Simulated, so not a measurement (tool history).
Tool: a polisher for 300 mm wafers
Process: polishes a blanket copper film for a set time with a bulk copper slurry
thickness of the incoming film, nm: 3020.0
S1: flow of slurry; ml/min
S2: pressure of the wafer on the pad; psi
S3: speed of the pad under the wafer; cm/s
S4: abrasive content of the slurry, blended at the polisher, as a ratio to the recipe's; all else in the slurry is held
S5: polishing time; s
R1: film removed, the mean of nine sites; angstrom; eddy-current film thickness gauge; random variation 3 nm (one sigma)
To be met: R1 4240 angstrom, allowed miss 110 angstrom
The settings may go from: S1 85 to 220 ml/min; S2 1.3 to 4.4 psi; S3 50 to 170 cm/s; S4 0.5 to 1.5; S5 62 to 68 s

{"run": 1, "hour": 0.0, "S1": 140, "S2": 2.8, "S3": 110, "S4": 1, "S5": 68, "R1": 5923}
{"run": 2, "hour": 8.1, "S1": 140, "S2": 2.8, "S3": 110, "S4": 0.85, "S5": 68, "R1": 5802.6}
{"run": 3, "hour": 13.7, "S1": 140, "S2": 2.8, "S3": 110, "S4": 0.85, "S5": 62, "R1": 5242.5}
{"run": 4, "hour": 14.9, "S1": 140, "S2": 2.8, "S3": 110, "S4": 0.85, "S5": 68, "R1": 5719.2}
{"hour": 20.3, "done": "worn pad replaced by a new one"}
{"run": 5, "hour": 20.3, "S1": 140, "S2": 2.8, "S3": 122, "S4": 0.85, "S5": 68, "R1": 7119.8}
{"run": 6, "hour": 22.6, "S1": 170, "S2": 2.8, "S3": 122, "S4": 0.85, "S5": 68, "R1": 7443.4}
{"run": 7, "hour": 31.3, "S1": 150, "S2": 2.5, "S3": 122, "S4": 0.85, "S5": 68, "R1": 6779.3}
{"run": 8, "hour": 36.1, "S1": 135, "S2": 2.1, "S3": 120, "S4": 0.85, "S5": 68, "R1": 5865.2}
{"run": 9, "hour": 39.5, "S1": 135, "S2": 2.1, "S3": 120, "S4": 0.85, "S5": 68, "R1": 5835.7}

Which of these 5 next moves meets every target?
{"run": "A", "hour": 42.9, "S1": 165, "S2": 2.5, "S3": 100, "S4": 0.9, "S5": 62, "R1": "?"}
{"run": "B", "hour": 42.9, "S1": 115, "S2": 2.1, "S3": 90, "S4": 0.9, "S5": 62, "R1": "?"}
{"run": "C", "hour": 42.9, "S1": 150, "S2": 2.7, "S3": 126, "S4": 1.15, "S5": 68, "R1": "?"}
{"run": "D", "hour": 42.9, "S1": 155, "S2": 1.3, "S3": 126, "S4": 0.9, "S5": 63, "R1": "?"}
{"run": "E", "hour": 42.9, "S1": 130, "S2": 2.2, "S3": 94, "S4": 0.8, "S5": 62, "R1": "?"}

move=A R1=5270.1
move=B R1=3979
move=C R1=7767
move=D R1=4570
move=E R1=4301.4
A: nearer than the last run, and not there yet
B: takes the result that was furthest off past its target
C: further off than the last run
D: nearer than the last run, and not there yet
E: meets every target
The right move is E.

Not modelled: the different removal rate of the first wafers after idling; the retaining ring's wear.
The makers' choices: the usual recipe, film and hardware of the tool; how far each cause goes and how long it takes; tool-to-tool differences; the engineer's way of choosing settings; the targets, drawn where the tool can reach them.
